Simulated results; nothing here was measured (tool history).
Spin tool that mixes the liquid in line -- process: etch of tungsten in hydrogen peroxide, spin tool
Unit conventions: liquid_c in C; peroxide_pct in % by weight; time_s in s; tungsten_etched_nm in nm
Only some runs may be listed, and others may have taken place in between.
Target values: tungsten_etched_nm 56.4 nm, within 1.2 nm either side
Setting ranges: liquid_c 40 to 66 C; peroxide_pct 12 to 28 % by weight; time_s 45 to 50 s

run  hour  liquid_c  peroxide_pct  time_s  tungsten_etched_nm
  1     0        56            19      45              98.069
  2   4.7      50.5            19      45              70.013
  3  12.3      50.5            19      45               70.28
  4  18.8        50            19      45               68.98
  5  21.1        50            19      50              75.121
  6  28.8      49.5            19      50              73.304
  7    30        49            19      50              71.942
     36.5  -- heated supply line repaired
  8  36.5      48.5            19      50              76.768
  9  43.2        48            19      50              73.136

Of the 4 settings listed for the next run, only one would bring every result within its allowed miss of target. Which one?
  A  49.9        46          15.5      45                   ?
  B  49.9        50            12      45                   ?
  C  49.9      44.5            17      50                   ?
  D  49.9        45          21.5      50                   ?

move  tungsten_etched_nm
   A              52.848
   B              59.561
   C              55.955
   D              64.945
A: pushes the last run's worst result past its target
B: better than the last run, though not everything is in spec
C: all results in spec
D: better than the last run, though not everything is in spec
Move C is the one to make.

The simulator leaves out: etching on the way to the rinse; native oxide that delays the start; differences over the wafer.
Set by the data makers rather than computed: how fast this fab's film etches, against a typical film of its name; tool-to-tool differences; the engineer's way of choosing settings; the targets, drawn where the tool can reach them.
